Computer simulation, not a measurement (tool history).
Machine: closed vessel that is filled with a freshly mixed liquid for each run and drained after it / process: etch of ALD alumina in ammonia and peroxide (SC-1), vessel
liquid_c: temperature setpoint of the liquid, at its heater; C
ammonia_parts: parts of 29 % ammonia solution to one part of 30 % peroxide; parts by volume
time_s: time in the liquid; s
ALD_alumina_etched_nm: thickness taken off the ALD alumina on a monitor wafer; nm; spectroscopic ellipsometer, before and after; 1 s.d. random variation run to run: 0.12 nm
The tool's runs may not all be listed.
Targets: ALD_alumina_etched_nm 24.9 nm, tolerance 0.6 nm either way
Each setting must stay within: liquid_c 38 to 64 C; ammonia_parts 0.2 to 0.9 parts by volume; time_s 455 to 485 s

Run 1, hour 0: liquid_c 48 C, ammonia_parts 0.5 parts by volume, time_s 455 s. Result: ALD_alumina_etched_nm 35.854 nm.
Run 2, hour 3.3: liquid_c 48 C, ammonia_parts 0.5 parts by volume, time_s 485 s. Result: ALD_alumina_etched_nm 38.291 nm.
Run 3, hour 6.4: liquid_c 46 C, ammonia_parts 0.5 parts by volume, time_s 485 s. Result: ALD_alumina_etched_nm 34.142 nm.
Run 4, hour 14.5: liquid_c 48.5 C, ammonia_parts 0.5 parts by volume, time_s 485 s. Result: ALD_alumina_etched_nm 39.463 nm.
Run 5, hour 21.4: liquid_c 54 C, ammonia_parts 0.5 parts by volume, time_s 485 s. Result: ALD_alumina_etched_nm 52.919 nm.
Run 6, hour 28.3: liquid_c 50.5 C, ammonia_parts 0.5 parts by volume, time_s 485 s. Result: ALD_alumina_etched_nm 44.025 nm.
Run 7, hour 34.2: liquid_c 48 C, ammonia_parts 0.5 parts by volume, time_s 485 s. Result: ALD_alumina_etched_nm 38.257 nm.
Run 8, hour 36.3: liquid_c 40 C, ammonia_parts 0.5 parts by volume, time_s 485 s. Result: ALD_alumina_etched_nm 24.221 nm.
Run 9, hour 45.4: liquid_c 40 C, ammonia_parts 0.5 parts by volume, time_s 485 s. Result: ALD_alumina_etched_nm 24.245 nm.

5 next moves are on the table. One of them brings every result within its allowed miss. Which?
Run A, hour 54.5: liquid_c 41 C, ammonia_parts 0.2 parts by volume, time_s 485 s. Result: ALD_alumina_etched_nm ?.
Run B, hour 54.5: liquid_c 40 C, ammonia_parts 0.4 parts by volume, time_s 485 s. Result: ALD_alumina_etched_nm ?.
Run C, hour 54.5: liquid_c 40.5 C, ammonia_parts 0.5 parts by volume, time_s 485 s. Result: ALD_alumina_etched_nm ?.
Run D, hour 54.5: liquid_c 41.5 C, ammonia_parts 0.35 parts by volume, time_s 455 s. Result: ALD_alumina_etched_nm ?.
Run E, hour 54.5: liquid_c 39.5 C, ammonia_parts 0.65 parts by volume, time_s 480 s. Result: ALD_alumina_etched_nm ?.

move  ALD_alumina_etched_nm
   A                 23.492
   B                 23.669
   C                 24.901
   D                 23.942
   E                 23.821
A: the biggest miss grows against the last run
B: the biggest miss grows against the last run
C: every result within its allowed miss
D: the biggest miss grows against the last run
E: the biggest miss grows against the last run
Correct choice: C, which meets every target
